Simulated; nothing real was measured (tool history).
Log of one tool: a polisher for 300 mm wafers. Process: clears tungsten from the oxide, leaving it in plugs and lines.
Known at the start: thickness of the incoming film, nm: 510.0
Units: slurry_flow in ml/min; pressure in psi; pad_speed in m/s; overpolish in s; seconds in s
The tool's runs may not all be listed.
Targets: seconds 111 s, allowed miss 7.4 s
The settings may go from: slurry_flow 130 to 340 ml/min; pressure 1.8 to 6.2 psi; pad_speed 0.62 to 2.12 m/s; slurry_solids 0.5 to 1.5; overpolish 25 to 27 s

run,day,slurry_flow,pressure,pad_speed,slurry_solids,overpolish,seconds
1,0,220,4,1.36,1,25,78.82
2,0.054,220,3.8,1.34,1,25,82.881
3,0.375,220,3.8,1.56,1,25,72.558
4,0.579,220,3.8,1.56,1,27,74.376
5,0.667,220,3.6,1.54,1,27,79.083
6,0.746,270,3.6,1.54,1,27,76.024
7,1.038,270,3.4,1.52,1,27,77.645
8,1.379,270,3.2,1.5,1,27,83.739
9,1.742,270,3,1.48,1,27,87.457

5 next moves are on the table. One of them brings every result within its allowed miss. Which?
A,2.104,330,2.1,1.4,0.9,27,?
B,2.104,230,3.7,1.78,0.95,26,?
C,2.104,310,3.8,1.64,1.05,26,?
D,2.104,290,3.7,1.54,0.9,27,?
E,2.104,235,2.4,1.7,1.25,26,?

move,seconds
A,116.4
B,67.544
C,67.944
D,76.842
E,85.578
A: meets every target
B: further off than the last run
C: further off than the last run
D: further off than the last run
E: further off than the last run
Move A is the one to make.
